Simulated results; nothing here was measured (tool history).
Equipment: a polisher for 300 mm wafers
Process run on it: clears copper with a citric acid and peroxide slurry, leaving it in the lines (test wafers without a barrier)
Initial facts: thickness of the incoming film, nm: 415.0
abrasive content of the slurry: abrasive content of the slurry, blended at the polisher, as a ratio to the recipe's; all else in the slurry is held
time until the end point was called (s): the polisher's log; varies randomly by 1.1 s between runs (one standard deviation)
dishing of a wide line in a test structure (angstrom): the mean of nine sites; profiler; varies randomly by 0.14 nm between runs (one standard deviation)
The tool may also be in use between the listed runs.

run  hour  flow of slurry (ml/min)  pressure of the wafer on the pad (psi)  speed of the pad under the wafer (cm/s)  abrasive content of the slurry  overpolish time after the end point (s)  time until the end point was called (s)  dishing of a wide line in a test structure (angstrom)
  1   0.0                      265                                     3.4                                      126                            1.00                                       13                                   171.23                                                 215.15
  2   0.9                      270                                     3.5                                      128                            1.00                                       11                                   163.18                                                 190.15
  3   2.7                      270                                     3.5                                      128                            0.90                                       11                                   168.03                                                 189.44
  4   8.4                      280                                     3.6                                      128                            1.00                                        9                                   158.66                                                 163.51
  5   9.3                      295                                     3.7                                      128                            1.05                                        8                                   155.86                                                 152.43
     11.2  -- slurry blender recalibrated
  6  11.2                      295                                     4.2                                      128                            1.05                                        8                                   128.72                                                 181.21
  7  15.4                      300                                     4.1                                      128                            1.10                                        7                                   127.21                                                 160.80
  8  21.9                      300                                     4.0                                      128                            1.15                                        7                                   130.74                                                 154.83

What does the tool deliver on the next run?
  9  27.6                      300                                     3.9                                      128                            1.20                                        7                                        ?                                                      ?

Run 9 measured time until the end point was called (s) 130.51, dishing of a wide line in a test structure (angstrom) 157.09.

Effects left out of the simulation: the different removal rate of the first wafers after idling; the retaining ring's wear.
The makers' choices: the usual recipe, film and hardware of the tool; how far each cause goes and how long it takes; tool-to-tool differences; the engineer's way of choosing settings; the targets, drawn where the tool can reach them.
